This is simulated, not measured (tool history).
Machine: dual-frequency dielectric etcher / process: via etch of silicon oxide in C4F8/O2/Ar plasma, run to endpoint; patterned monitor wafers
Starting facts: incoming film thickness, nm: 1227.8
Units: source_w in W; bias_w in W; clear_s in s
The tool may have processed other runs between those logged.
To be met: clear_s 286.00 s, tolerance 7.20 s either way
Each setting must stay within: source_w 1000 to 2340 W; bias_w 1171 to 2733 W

run,day,source_w,bias_w,clear_s
1,0.000,1670,1952,253.92
2,0.254,1880,1952,247.47
3,0.296,2110,1952,233.59
4,0.450,1970,1889,242.58
5,0.504,1970,1668,256.45
6,0.667,1830,1668,262.71
7,0.700,1490,1478,294.48
8,0.946,1490,1478,292.34
9,1.283,1500,1484,295.65

5 candidate next runs follow, results not yet known. Just one meets every target within its allowed miss. Identify it.
A,1.621,1450,1376,?
B,1.621,1820,1341,?
C,1.621,1400,1453,?
D,1.621,1400,1398,?
E,1.621,1390,1493,?

move,clear_s
A,307.92
B,287.54
C,304.86
D,309.62
E,302.29
A: misses by more than the last run did
B: all results land within tolerance of their targets
C: misses by more than the last run did
D: misses by more than the last run did
E: misses by more than the last run did
The right move is B.
